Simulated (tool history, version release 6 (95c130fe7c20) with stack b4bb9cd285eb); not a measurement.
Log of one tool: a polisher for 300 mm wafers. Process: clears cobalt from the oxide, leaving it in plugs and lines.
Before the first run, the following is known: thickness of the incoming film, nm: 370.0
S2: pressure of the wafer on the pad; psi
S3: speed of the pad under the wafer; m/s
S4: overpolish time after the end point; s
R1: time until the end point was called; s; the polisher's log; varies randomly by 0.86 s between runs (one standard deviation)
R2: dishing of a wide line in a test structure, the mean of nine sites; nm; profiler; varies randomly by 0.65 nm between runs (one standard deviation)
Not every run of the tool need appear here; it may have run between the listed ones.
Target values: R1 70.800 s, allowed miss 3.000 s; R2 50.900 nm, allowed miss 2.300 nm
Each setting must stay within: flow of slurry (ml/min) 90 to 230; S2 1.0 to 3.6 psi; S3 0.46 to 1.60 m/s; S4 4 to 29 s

{"run": 1, "day": 0.0, "flow of slurry (ml/min)": 150, "S2": 2.3, "S3": 1.02, "S4": 15, "R1": 48.752, "R2": 52.036}
{"run": 2, "day": 0.121, "flow of slurry (ml/min)": 150, "S2": 2.1, "S3": 1.02, "S4": 16, "R1": 52.855, "R2": 51.419}
{"run": 3, "day": 0.475, "flow of slurry (ml/min)": 150, "S2": 2.1, "S3": 1.02, "S4": 13, "R1": 54.208, "R2": 47.462}
{"run": 4, "day": 0.767, "flow of slurry (ml/min)": 130, "S2": 2.1, "S3": 1.02, "S4": 13, "R1": 53.957, "R2": 46.488}
{"day": 1.125, "done": "head pressure recalibrated"}
{"run": 5, "day": 1.125, "flow of slurry (ml/min)": 130, "S2": 2.1, "S3": 0.8, "S4": 13, "R1": 72.11, "R2": 39.984}
{"run": 6, "day": 1.421, "flow of slurry (ml/min)": 130, "S2": 1.7, "S3": 0.8, "S4": 13, "R1": 87.948, "R2": 34.924}
{"run": 7, "day": 1.471, "flow of slurry (ml/min)": 130, "S2": 1.8, "S3": 0.8, "S4": 15, "R1": 83.163, "R2": 39.771}
{"run": 8, "day": 1.512, "flow of slurry (ml/min)": 130, "S2": 1.9, "S3": 0.8, "S4": 16, "R1": 80.24, "R2": 41.829}
{"run": 9, "day": 1.588, "flow of slurry (ml/min)": 135, "S2": 2.0, "S3": 0.8, "S4": 17, "R1": 75.466, "R2": 45.212}
{"run": 10, "day": 1.962, "flow of slurry (ml/min)": 140, "S2": 2.1, "S3": 0.8, "S4": 18, "R1": 71.252, "R2": 47.852}

Which single option among these 5 for the next run brings every result within its allowed miss of target? Just one does.
{"run": "A", "day": 2.338, "flow of slurry (ml/min)": 200, "S2": 2.0, "S3": 0.82, "S4": 15, "R1": "?", "R2": "?"}
{"run": "B", "day": 2.338, "flow of slurry (ml/min)": 165, "S2": 2.0, "S3": 0.94, "S4": 18, "R1": "?", "R2": "?"}
{"run": "C", "day": 2.338, "flow of slurry (ml/min)": 185, "S2": 1.8, "S3": 0.88, "S4": 17, "R1": "?", "R2": "?"}
{"run": "D", "day": 2.338, "flow of slurry (ml/min)": 160, "S2": 2.1, "S3": 0.86, "S4": 18, "R1": "?", "R2": "?"}
{"run": "E", "day": 2.338, "flow of slurry (ml/min)": 130, "S2": 1.9, "S3": 0.9, "S4": 21, "R1": "?", "R2": "?"}

move=A R1=70.314 R2=44.521
move=B R1=63.304 R2=51.230
move=C R1=72.863 R2=46.698
move=D R1=66.353 R2=50.186
move=E R1=71.916 R2=51.866
A: the biggest miss grows against the last run
B: puts the biggest miss on target and leaves a different result outside tolerance
C: the biggest miss grows against the last run
D: puts the biggest miss on target and leaves a different result outside tolerance
E: all results land within tolerance of their targets
The move that meets every target is E.

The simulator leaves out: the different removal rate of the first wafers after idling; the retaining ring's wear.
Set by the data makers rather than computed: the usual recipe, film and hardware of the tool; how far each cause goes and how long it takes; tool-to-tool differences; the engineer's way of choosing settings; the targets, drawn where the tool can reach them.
